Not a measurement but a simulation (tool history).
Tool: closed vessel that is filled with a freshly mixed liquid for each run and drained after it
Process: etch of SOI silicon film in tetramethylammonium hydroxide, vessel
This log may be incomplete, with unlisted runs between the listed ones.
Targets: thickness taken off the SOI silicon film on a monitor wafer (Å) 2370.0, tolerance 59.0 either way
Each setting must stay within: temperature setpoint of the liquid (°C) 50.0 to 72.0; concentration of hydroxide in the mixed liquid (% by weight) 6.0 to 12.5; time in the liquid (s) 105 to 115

run,hour,temperature setpoint of the liquid (°C),concentration of hydroxide in the mixed liquid (% by weight),time in the liquid (s),thickness taken off the SOI silicon film on a monitor wafer (Å)
1,0.0,59.0,8.5,105,4486.3
2,5.7,59.0,8.5,105,4445.0
3,11.0,56.0,9.0,105,3636.4
4,16.3,60.0,9.0,105,4689.8
5,23.7,60.0,9.0,105,4690.2
6,25.7,57.0,9.5,105,3804.5
7,34.2,54.5,10.0,105,3168.0
8,36.9,53.0,10.0,105,2867.8
9,43.7,52.0,10.0,105,2693.4
10,48.8,51.5,10.0,105,2606.1
11,51.1,51.0,10.0,105,2513.3
12,51.8,51.0,10.0,105,2559.8
13,58.2,50.5,10.0,105,2451.9
14,62.9,50.5,10.0,105,2439.6

Which single option among these 4 for the next run brings every result within its allowed miss of target? Just one does.
A,67.6,50.5,12.5,110,?
B,67.6,50.5,10.0,110,?
C,67.6,51.5,11.5,105,?
D,67.6,50.0,9.0,105,?

move,thickness taken off the SOI silicon film on a monitor wafer (Å)
A,2370.2
B,2574.2
C,2499.2
D,2477.7
A: every result lands within tolerance
B: the biggest miss grows against the last run
C: the biggest miss grows against the last run
D: the biggest miss grows against the last run
A meets every target.
